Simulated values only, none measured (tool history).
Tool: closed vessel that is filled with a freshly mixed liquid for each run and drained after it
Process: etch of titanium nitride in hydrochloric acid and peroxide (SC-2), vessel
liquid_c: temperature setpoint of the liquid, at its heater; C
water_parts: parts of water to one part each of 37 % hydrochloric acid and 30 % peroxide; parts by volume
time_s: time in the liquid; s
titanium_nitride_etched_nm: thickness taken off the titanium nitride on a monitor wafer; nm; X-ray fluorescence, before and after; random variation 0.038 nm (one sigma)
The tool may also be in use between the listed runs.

run    day  liquid_c  water_parts  time_s  titanium_nitride_etched_nm
  1      0        62           12     150                      6.0641
  2  0.321        62           15     150                      4.9908
  3  0.479        62           15     110                      3.6866
  4   0.75      56.5           15     110                      2.6012
  5  1.121      56.5           15     150                      3.5042
  6  1.496        52           15     150                      2.6659
  7  1.629        56           15     150                       3.438
  8  1.658        64           15     150                      5.7127

Forecast run 9:
  9  1.717      63.5           15     150                           ?

titanium_nitride_etched_nm: 5.5154 nm
